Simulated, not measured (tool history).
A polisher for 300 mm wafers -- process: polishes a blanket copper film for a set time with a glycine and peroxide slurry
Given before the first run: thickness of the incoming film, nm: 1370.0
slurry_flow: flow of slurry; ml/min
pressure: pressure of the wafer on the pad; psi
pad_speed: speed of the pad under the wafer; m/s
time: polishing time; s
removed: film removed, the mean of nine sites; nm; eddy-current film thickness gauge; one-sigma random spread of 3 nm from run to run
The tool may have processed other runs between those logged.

run,hour,slurry_flow,pressure,pad_speed,time,removed
1,0.0,130,3.0,1.18,65,413.12
2,3.9,145,3.0,1.18,65,402.41
3,9.4,145,2.7,1.16,65,384.85
4,13.6,145,2.7,1.16,65,385.23
5,18.0,145,2.7,1.46,65,456.80
6,25.2,145,2.5,1.36,65,422.52

What will run 7 give?
7,27.7,145,2.3,1.26,65,?

Run 7 yielded removed 372.61 nm.

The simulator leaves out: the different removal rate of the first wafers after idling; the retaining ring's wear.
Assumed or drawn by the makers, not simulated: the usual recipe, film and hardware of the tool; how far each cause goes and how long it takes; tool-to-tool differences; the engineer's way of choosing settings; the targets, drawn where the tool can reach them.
